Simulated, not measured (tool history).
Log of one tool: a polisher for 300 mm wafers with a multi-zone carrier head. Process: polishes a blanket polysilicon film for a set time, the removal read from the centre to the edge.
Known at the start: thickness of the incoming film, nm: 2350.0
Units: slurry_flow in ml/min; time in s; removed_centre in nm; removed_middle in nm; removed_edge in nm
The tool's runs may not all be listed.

run    day  slurry_flow  centre_zone  middle_zone  edge_zone  time  removed_centre  removed_middle  removed_edge
  1      0          175            1            1          1    50          416.89          423.64        423.17
  2    0.3          175            1            1       1.07    50          433.73          427.89        428.59
  3  0.621          180         0.97         0.99       1.08    53          447.37          453.22        453.54
  4  0.717          175         0.94         0.97       1.08    56          461.19           479.8        478.81
  5  1.033          170         0.91         0.94        1.1    58          451.85          471.41        497.75
  6  1.158          170         0.97         0.94        1.1    58          480.96          476.88        499.59
  7  1.421          170         0.94         0.94       1.11    59          472.95          487.42        516.07
  8  1.496          170         0.93         0.94       1.12    60          461.43          478.62        528.74
  9  1.767          180         0.93         0.95       1.12    60           480.9          500.54        526.33
 10  1.792          180         0.92         0.95       1.13    61          486.34          504.85           524

Run 11 comes next. What will it give?
 11  1.825          175         0.91         0.95       1.13    62               ?               ?             ?

Run 11 gave removed_centre 479.84 nm, removed_middle 505.97 nm, removed_edge 540.93 nm.
